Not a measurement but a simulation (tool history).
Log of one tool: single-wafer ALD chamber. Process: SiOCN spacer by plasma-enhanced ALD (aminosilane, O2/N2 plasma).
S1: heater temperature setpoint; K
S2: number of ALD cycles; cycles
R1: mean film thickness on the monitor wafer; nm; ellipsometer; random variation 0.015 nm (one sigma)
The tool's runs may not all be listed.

run,hour,S1,S2,R1
1,0.0,668.15,69,4.0240
2,7.1,668.15,60,3.4878
3,9.1,662.15,60,3.4647
4,11.7,662.15,56,3.2399
5,19.1,668.15,56,3.2560
6,25.1,668.15,47,2.7301
7,31.0,667.15,58,3.3685
8,34.5,667.15,63,3.6581
9,36.9,667.15,67,3.8846
10,40.4,667.15,70,4.0651
11,44.6,667.15,70,4.0952
12,51.9,667.15,72,4.1779
13,54.6,667.15,74,4.3030

Run 14 comes next. What will it give?
14,56.4,667.15,75,?

R1: 4.3708 nm

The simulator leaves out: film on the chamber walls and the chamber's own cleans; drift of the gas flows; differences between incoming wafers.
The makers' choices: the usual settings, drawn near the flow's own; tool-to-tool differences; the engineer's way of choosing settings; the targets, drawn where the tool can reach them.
